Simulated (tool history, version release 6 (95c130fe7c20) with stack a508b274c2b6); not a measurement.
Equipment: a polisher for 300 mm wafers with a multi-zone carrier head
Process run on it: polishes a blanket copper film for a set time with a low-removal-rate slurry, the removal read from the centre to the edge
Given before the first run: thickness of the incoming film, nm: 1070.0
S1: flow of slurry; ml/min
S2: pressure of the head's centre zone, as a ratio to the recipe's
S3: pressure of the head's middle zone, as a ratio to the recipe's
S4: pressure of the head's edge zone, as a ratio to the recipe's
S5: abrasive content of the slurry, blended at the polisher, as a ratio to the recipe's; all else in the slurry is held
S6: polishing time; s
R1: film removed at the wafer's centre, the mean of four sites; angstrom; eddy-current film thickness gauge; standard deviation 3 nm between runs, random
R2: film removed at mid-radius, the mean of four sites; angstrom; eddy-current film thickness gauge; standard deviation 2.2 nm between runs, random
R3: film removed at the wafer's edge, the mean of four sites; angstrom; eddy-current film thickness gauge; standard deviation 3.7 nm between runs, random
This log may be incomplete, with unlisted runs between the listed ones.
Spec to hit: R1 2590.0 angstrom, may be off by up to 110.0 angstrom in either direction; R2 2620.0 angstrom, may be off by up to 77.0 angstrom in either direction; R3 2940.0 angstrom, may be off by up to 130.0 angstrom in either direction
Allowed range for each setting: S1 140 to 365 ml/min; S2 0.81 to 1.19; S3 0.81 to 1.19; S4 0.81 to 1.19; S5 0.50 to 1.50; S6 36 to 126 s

run,day,S1,S2,S3,S4,S5,S6,R1,R2,R3
1,0.000,235,1.00,1.00,1.00,1.00,81,1996.6,1929.9,1925.2
2,0.325,235,0.99,1.00,1.02,1.05,84,2050.2,2042.5,2053.8
3,0.500,235,0.99,0.99,1.04,1.10,86,2130.1,2070.8,2150.3
4,0.683,285,0.99,0.99,1.04,1.10,86,2220.6,2121.7,2173.9
5,0.938,285,0.99,0.99,1.04,1.25,86,2226.9,2130.8,2208.5
6,1.112,280,0.98,0.99,1.06,1.30,88,2282.6,2228.7,2326.3
7,1.146,275,0.98,0.99,1.08,1.35,90,2320.3,2311.8,2404.6
# day 1.458: worn pad replaced by a new one
8,1.458,275,0.98,0.98,1.09,1.35,92,2609.2,2490.0,2651.1
9,1.717,275,0.97,0.98,1.10,1.35,92,2537.7,2446.4,2679.1
10,1.842,275,0.97,0.98,1.11,1.35,92,2516.4,2511.6,2645.0
11,2.212,275,0.96,0.97,1.12,1.35,92,2538.0,2475.3,2699.5

Exactly one of the 4 candidate moves below puts every result within its allowed miss. Which one?
A,2.583,290,0.94,0.92,0.95,1.35,90,?,?,?
B,2.583,315,0.92,0.95,1.19,1.40,89,?,?,?
C,2.583,290,1.05,0.97,1.09,1.50,81,?,?,?
D,2.583,245,0.91,0.96,1.18,1.45,97,?,?,?

move,R1,R2,R3
A,2502.9,2352.6,2432.7
B,2475.9,2425.1,2690.5
C,2497.5,2258.9,2370.5
D,2622.1,2618.2,2884.9
A: lands further from the targets than the last run did
B: lands further from the targets than the last run did
C: lands further from the targets than the last run did
D: hits every target within its allowed miss
Answer: D
